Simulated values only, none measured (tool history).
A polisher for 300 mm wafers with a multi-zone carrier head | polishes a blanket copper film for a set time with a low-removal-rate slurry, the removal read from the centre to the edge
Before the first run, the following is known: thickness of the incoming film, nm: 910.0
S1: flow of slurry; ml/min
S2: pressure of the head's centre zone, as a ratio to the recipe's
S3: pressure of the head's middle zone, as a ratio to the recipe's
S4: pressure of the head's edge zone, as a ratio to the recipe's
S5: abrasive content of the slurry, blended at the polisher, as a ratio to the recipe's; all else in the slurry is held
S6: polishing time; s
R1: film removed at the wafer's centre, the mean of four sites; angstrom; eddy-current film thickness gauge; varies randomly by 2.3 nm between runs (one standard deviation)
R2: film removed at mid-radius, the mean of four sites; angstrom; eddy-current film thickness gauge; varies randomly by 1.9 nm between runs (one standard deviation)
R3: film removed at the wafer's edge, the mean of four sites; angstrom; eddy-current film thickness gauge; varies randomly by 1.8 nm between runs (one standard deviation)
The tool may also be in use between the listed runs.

run 1 hour=0 | S1=200 S2=1 S3=1 S4=1 S5=1 S6=50 | R1=2139.1 R2=2072.1 R3=2134.9
run 2 hour=4 | S1=195 S2=0.95 S3=1.02 S4=0.97 S5=0.9 S6=49 | R1=1914.2 R2=2054.9 R3=1995.2
run 3 hour=9.7 | S1=190 S2=0.92 S3=1.01 S4=0.95 S5=0.85 S6=49 | R1=1774.3 R2=2051.2 R3=1998.9
run 4 hour=16.7 | S1=160 S2=0.92 S3=1.01 S4=0.95 S5=0.85 S6=49 | R1=1702.8 R2=1956.9 R3=1930.6
run 5 hour=22.3 | S1=155 S2=0.92 S3=1.02 S4=0.93 S5=0.8 S6=49 | R1=1741.4 R2=1964.1 R3=1909.9
run 6 hour=29.5 | S1=155 S2=0.91 S3=1.03 S4=0.91 S5=0.75 S6=49 | R1=1686.3 R2=1959.5 R3=1845.9

Forecast run 7:
run 7 hour=34.3 | S1=150 S2=0.9 S3=1.03 S4=0.9 S5=0.75 S6=49 | R1=? R2=? R3=?

Run 7 measured R1 1665.9 angstrom, R2 1924.8 angstrom, R3 1814.7 angstrom.

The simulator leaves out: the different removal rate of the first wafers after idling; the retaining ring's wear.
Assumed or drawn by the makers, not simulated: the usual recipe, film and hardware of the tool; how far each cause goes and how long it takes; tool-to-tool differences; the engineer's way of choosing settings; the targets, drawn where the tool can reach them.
